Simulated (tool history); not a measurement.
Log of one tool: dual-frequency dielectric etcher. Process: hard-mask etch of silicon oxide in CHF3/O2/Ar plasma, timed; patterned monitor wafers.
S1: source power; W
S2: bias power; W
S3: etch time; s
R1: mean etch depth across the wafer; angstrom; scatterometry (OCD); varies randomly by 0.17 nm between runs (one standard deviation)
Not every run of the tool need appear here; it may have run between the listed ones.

Run 1, hour 0: S1 530 W, S2 160 W, S3 33 s. Result: R1 580.18 angstrom.
Run 2, hour 7.6: S1 550 W, S2 162 W, S3 33 s. Result: R1 592.61 angstrom.
Run 3, hour 10.6: S1 570 W, S2 163 W, S3 33 s. Result: R1 608.66 angstrom.
Run 4, hour 16.4: S1 580 W, S2 163 W, S3 33 s. Result: R1 610.43 angstrom.
Run 5, hour 21.8: S1 580 W, S2 178 W, S3 33 s. Result: R1 632.2 angstrom.
Run 6, hour 28.6: S1 540 W, S2 178 W, S3 33 s. Result: R1 611.49 angstrom.

Run 7 has not been measured yet. What should we expect?
Run 7, hour 33.5: S1 550 W, S2 178 W, S3 33 s. Result: R1 ?.

R1: 615.07 angstrom
